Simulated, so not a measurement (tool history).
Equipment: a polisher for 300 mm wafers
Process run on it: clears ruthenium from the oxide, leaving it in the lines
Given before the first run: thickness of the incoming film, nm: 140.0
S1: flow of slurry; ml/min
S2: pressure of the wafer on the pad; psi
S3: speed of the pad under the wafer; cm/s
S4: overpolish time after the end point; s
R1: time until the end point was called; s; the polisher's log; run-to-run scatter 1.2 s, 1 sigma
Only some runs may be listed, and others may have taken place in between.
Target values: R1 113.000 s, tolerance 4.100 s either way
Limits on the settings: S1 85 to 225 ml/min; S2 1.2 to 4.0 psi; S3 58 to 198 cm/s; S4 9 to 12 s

run 1 hour=0.0 | S1=145 S2=2.6 S3=128 S4=12 | R1=90.214
run 2 hour=4.1 | S1=165 S2=2.6 S3=128 S4=12 | R1=86.833
run 3 hour=5.9 | S1=150 S2=2.6 S3=128 S4=12 | R1=87.512
run 4 hour=14.9 | S1=150 S2=2.5 S3=128 S4=12 | R1=92.317
run 5 hour=17.6 | S1=145 S2=2.5 S3=128 S4=12 | R1=92.266
run 6 hour=24.7 | S1=145 S2=2.5 S3=128 S4=9 | R1=92.219
run 7 hour=27.6 | S1=145 S2=2.4 S3=128 S4=9 | R1=97.376
run 8 hour=29.9 | S1=145 S2=2.4 S3=128 S4=9 | R1=96.674
run 9 hour=36.2 | S1=135 S2=2.2 S3=128 S4=9 | R1=107.750
run 10 hour=38.1 | S1=130 S2=2.2 S3=128 S4=9 | R1=107.270

Next run, 4 choices. One meets every target within its allowed miss, the rest don't. Which?
run A hour=40.0 | S1=175 S2=2.2 S3=126 S4=11 | R1=?
run B hour=40.0 | S1=140 S2=2.1 S3=144 S4=11 | R1=?
run C hour=40.0 | S1=145 S2=2.1 S3=126 S4=10 | R1=?
run D hour=40.0 | S1=135 S2=2.3 S3=136 S4=9 | R1=?

move=A R1=102.530
move=B R1=97.076
move=C R1=109.970
move=D R1=94.500
A: the biggest miss grows against the last run
B: the biggest miss grows against the last run
C: all results land within tolerance of their targets
D: the biggest miss grows against the last run
C meets every target.
